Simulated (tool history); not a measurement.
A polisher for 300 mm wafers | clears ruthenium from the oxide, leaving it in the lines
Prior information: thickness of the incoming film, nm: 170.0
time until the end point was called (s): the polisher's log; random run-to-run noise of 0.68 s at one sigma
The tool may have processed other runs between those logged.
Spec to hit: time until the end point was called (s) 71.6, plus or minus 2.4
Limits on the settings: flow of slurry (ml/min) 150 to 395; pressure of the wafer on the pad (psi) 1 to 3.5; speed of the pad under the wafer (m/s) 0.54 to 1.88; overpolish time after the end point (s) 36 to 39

run,hour,flow of slurry (ml/min),pressure of the wafer on the pad (psi),speed of the pad under the wafer (m/s),overpolish time after the end point (s),time until the end point was called (s)
1,0,250,2.2,1.2,36,137.76
2,4.2,250,2.2,1.08,36,154.12
3,6.2,225,2.2,1.08,36,155.19
4,13.3,225,2.5,1.12,36,133.61
5,17.9,225,2.8,1.12,36,119.31
6,22.1,230,3,1.18,36,105.33
7,24.6,235,3.1,1.22,36,98.593
8,26.5,235,3.2,1.26,36,94.621
9,28.2,235,3.3,1.32,36,84.604
10,30.7,235,3.3,1.34,36,84.772
11,32.8,235,3.3,1.34,36,85.663
12,38,235,3.3,1.38,36,82.808
13,47,235,3.3,1.4,36,82.053
14,49.2,240,3.3,1.42,36,81.441
15,49.8,240,3.3,1.44,36,80.503
16,58.5,240,3.3,1.46,36,77.585

Below are 4 possible settings for the next run. Only one of them brings all results inside the allowed miss of their targets. Which is it?
A,67.2,245,3.5,1.22,36,?
B,67.2,235,3.4,1.36,39,?
C,67.2,240,3.2,1.36,39,?
D,67.2,245,3.1,1.68,36,?

move,time until the end point was called (s)
A,87.703
B,81.462
C,86.3
D,72.315
A: lands further from the targets than the last run did
B: lands further from the targets than the last run did
C: lands further from the targets than the last run did
D: each result inside its tolerance
Move D is the one to make.

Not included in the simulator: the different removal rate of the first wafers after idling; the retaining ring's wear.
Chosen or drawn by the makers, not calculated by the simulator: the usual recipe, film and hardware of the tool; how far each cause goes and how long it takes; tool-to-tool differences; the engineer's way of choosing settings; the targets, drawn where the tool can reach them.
